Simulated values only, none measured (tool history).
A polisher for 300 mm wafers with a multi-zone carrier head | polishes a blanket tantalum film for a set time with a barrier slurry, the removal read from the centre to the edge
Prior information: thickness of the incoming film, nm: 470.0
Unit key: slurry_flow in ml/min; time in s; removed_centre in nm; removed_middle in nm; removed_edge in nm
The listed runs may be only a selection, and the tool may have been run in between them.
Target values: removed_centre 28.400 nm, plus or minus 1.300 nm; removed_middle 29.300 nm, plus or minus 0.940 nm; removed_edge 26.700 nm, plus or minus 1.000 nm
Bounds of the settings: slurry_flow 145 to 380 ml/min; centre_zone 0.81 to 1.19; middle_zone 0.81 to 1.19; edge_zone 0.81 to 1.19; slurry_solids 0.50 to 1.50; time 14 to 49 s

{"run": 1, "hour": 0.0, "slurry_flow": 245, "centre_zone": 1.0, "middle_zone": 1.0, "edge_zone": 1.0, "slurry_solids": 1.0, "time": 31, "removed_centre": 48.614, "removed_middle": 47.787, "removed_edge": 45.488}
{"run": 2, "hour": 2.9, "slurry_flow": 245, "centre_zone": 0.99, "middle_zone": 1.0, "edge_zone": 0.98, "slurry_solids": 0.9, "time": 29, "removed_centre": 42.024, "removed_middle": 43.1, "removed_edge": 39.627}
{"run": 3, "hour": 10.6, "slurry_flow": 245, "centre_zone": 0.98, "middle_zone": 0.98, "edge_zone": 0.96, "slurry_solids": 0.85, "time": 28, "removed_centre": 40.352, "removed_middle": 39.207, "removed_edge": 37.569}
{"run": 4, "hour": 14.1, "slurry_flow": 245, "centre_zone": 0.98, "middle_zone": 0.91, "edge_zone": 0.96, "slurry_solids": 0.85, "time": 28, "removed_centre": 40.803, "removed_middle": 37.326, "removed_edge": 37.819}
{"run": 5, "hour": 21.8, "slurry_flow": 245, "centre_zone": 0.97, "middle_zone": 0.92, "edge_zone": 0.94, "slurry_solids": 0.8, "time": 27, "removed_centre": 36.138, "removed_middle": 35.189, "removed_edge": 35.282}
{"run": 6, "hour": 23.8, "slurry_flow": 245, "centre_zone": 0.97, "middle_zone": 0.92, "edge_zone": 0.94, "slurry_solids": 0.6, "time": 27, "removed_centre": 29.544, "removed_middle": 29.718, "removed_edge": 29.419}
{"run": 7, "hour": 26.9, "slurry_flow": 245, "centre_zone": 0.98, "middle_zone": 0.93, "edge_zone": 0.93, "slurry_solids": 0.6, "time": 27, "removed_centre": 29.72, "removed_middle": 29.543, "removed_edge": 28.952}
{"run": 8, "hour": 30.6, "slurry_flow": 225, "centre_zone": 0.96, "middle_zone": 0.97, "edge_zone": 0.83, "slurry_solids": 0.55, "time": 27, "removed_centre": 27.262, "removed_middle": 27.636, "removed_edge": 25.179}
{"run": 9, "hour": 34.1, "slurry_flow": 230, "centre_zone": 0.96, "middle_zone": 0.97, "edge_zone": 0.84, "slurry_solids": 0.55, "time": 27, "removed_centre": 27.565, "removed_middle": 27.932, "removed_edge": 25.508}
{"run": 10, "hour": 39.3, "slurry_flow": 235, "centre_zone": 0.96, "middle_zone": 0.97, "edge_zone": 0.85, "slurry_solids": 0.55, "time": 27, "removed_centre": 27.541, "removed_middle": 27.839, "removed_edge": 25.498}
{"run": 11, "hour": 42.3, "slurry_flow": 235, "centre_zone": 0.96, "middle_zone": 0.97, "edge_zone": 0.86, "slurry_solids": 0.55, "time": 27, "removed_centre": 27.702, "removed_middle": 28.26, "removed_edge": 25.835}

Of the 4 settings listed for the next run, only one would bring every result within its allowed miss of target. Which one?
{"run": "A", "hour": 45.3, "slurry_flow": 215, "centre_zone": 0.93, "middle_zone": 0.95, "edge_zone": 0.83, "slurry_solids": 0.6, "time": 27, "removed_centre": "?", "removed_middle": "?", "removed_edge": "?"}
{"run": "B", "hour": 45.3, "slurry_flow": 255, "centre_zone": 1.0, "middle_zone": 1.02, "edge_zone": 0.81, "slurry_solids": 0.5, "time": 30, "removed_centre": "?", "removed_middle": "?", "removed_edge": "?"}
{"run": "C", "hour": 45.3, "slurry_flow": 260, "centre_zone": 0.97, "middle_zone": 0.82, "edge_zone": 0.93, "slurry_solids": 0.5, "time": 33, "removed_centre": "?", "removed_middle": "?", "removed_edge": "?"}
{"run": "D", "hour": 45.3, "slurry_flow": 245, "centre_zone": 0.89, "middle_zone": 0.94, "edge_zone": 0.92, "slurry_solids": 0.55, "time": 27, "removed_centre": "?", "removed_middle": "?", "removed_edge": "?"}

move=A removed_centre=28.489 removed_middle=28.919 removed_edge=26.997
move=B removed_centre=29.183 removed_middle=29.143 removed_edge=25.208
move=C removed_centre=31.161 removed_middle=26.791 removed_edge=29.637
move=D removed_centre=25.673 removed_middle=26.958 removed_edge=26.496
A: hits every target within its allowed miss
B: the worst result of the last run now meets its target, but another is out of spec
C: further off than the last run
D: further off than the last run
Answer: A

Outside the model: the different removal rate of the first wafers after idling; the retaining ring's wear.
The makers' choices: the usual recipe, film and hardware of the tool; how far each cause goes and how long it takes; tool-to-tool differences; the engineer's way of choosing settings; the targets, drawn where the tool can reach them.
